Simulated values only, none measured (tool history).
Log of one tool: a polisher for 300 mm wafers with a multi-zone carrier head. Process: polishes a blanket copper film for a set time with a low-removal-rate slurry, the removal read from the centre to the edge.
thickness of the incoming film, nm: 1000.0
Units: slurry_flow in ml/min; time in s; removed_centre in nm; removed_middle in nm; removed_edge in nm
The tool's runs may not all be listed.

Run 1, hour 0.0: slurry_flow 260 ml/min, centre_zone 1.00, middle_zone 1.00, edge_zone 1.00, slurry_solids 1.0, time 65 s. Result: removed_centre 241.55 nm, removed_middle 237.17 nm, removed_edge 246.47 nm.
Run 2, hour 6.8: slurry_flow 260 ml/min, centre_zone 1.00, middle_zone 1.00, edge_zone 1.00, slurry_solids 1.0, time 57 s. Result: removed_centre 207.57 nm, removed_middle 210.45 nm, removed_edge 216.02 nm.
Run 3, hour 11.1: slurry_flow 260 ml/min, centre_zone 1.01, middle_zone 0.99, edge_zone 0.99, slurry_solids 1.0, time 57 s. Result: removed_centre 212.65 nm, removed_middle 207.39 nm, removed_edge 212.09 nm.
Run 4, hour 17.4: slurry_flow 235 ml/min, centre_zone 1.01, middle_zone 0.99, edge_zone 0.99, slurry_solids 1.0, time 57 s. Result: removed_centre 212.01 nm, removed_middle 207.21 nm, removed_edge 209.63 nm.
Run 5, hour 21.9: slurry_flow 235 ml/min, centre_zone 1.02, middle_zone 0.98, edge_zone 0.99, slurry_solids 1.0, time 57 s. Result: removed_centre 211.60 nm, removed_middle 203.73 nm, removed_edge 212.35 nm.
Run 6, hour 28.7: slurry_flow 235 ml/min, centre_zone 1.03, middle_zone 0.98, edge_zone 0.98, slurry_solids 1.0, time 57 s. Result: removed_centre 212.27 nm, removed_middle 208.99 nm, removed_edge 206.19 nm.
Run 7, hour 32.2: slurry_flow 240 ml/min, centre_zone 1.04, middle_zone 0.97, edge_zone 0.98, slurry_solids 1.0, time 57 s. Result: removed_centre 216.41 nm, removed_middle 208.10 nm, removed_edge 210.51 nm.

Forecast run 8:
Run 8, hour 40.9: slurry_flow 240 ml/min, centre_zone 1.05, middle_zone 0.96, edge_zone 0.97, slurry_solids 1.0, time 57 s. Result: removed_centre ?, removed_middle ?, removed_edge ?.

{"run 8": {"removed_centre": 220.78, "removed_middle": 200.18, "removed_edge": 208.8}}
